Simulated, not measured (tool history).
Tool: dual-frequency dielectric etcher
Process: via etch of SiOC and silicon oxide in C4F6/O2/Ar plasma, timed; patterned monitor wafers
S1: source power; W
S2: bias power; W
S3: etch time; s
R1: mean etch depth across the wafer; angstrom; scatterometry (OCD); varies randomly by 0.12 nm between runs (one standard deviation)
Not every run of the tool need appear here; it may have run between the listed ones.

| run | day | S1 | S2 | S3 | R1 |
|---|---|---|---|---|---|
| 1 | 0.000 | 350 | 179 | 44.0 | 485.48 |
| 2 | 0.342 | 340 | 179 | 44.0 | 482.18 |
| 3 | 0.550 | 340 | 179 | 44.0 | 478.28 |
| 4 | 0.625 | 340 | 179 | 44.0 | 480.42 |
| 5 | 0.912 | 330 | 179 | 44.0 | 476.20 |
| 6 | 1.083 | 330 | 179 | 44.0 | 477.35 |
| 7 | 1.433 | 320 | 178 | 44.0 | 471.45 |

The next listed run, before its measurement:
| 8 | 1.483 | 310 | 178 | 44.0 | ? |

{"run 8": {"R1": 466.95}}
